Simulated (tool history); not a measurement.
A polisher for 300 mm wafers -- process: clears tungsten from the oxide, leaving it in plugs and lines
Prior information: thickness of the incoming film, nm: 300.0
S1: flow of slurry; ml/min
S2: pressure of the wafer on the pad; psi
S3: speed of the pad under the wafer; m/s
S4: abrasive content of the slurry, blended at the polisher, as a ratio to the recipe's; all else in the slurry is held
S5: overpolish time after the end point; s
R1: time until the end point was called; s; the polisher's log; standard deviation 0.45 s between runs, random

run	day	S1	S2	S3	S4	S5	R1
1	0.000	230	2.9	0.84	1.0	38	97.261
2	0.067	235	3.2	0.84	1.0	38	92.140
3	0.379	235	3.4	0.86	1.0	38	84.095
4	0.550	210	3.4	0.86	1.0	38	86.510
5	0.667	210	3.4	1.02	1.0	38	71.994
# day 1.008: slurry tank refilled with fresh slurry and peroxide
6	1.008	220	3.5	1.02	1.0	38	62.814

For run 7, what comes out?
7	1.108	230	3.5	1.02	1.0	38	?

Run 7 came out at R1 63.807 s.

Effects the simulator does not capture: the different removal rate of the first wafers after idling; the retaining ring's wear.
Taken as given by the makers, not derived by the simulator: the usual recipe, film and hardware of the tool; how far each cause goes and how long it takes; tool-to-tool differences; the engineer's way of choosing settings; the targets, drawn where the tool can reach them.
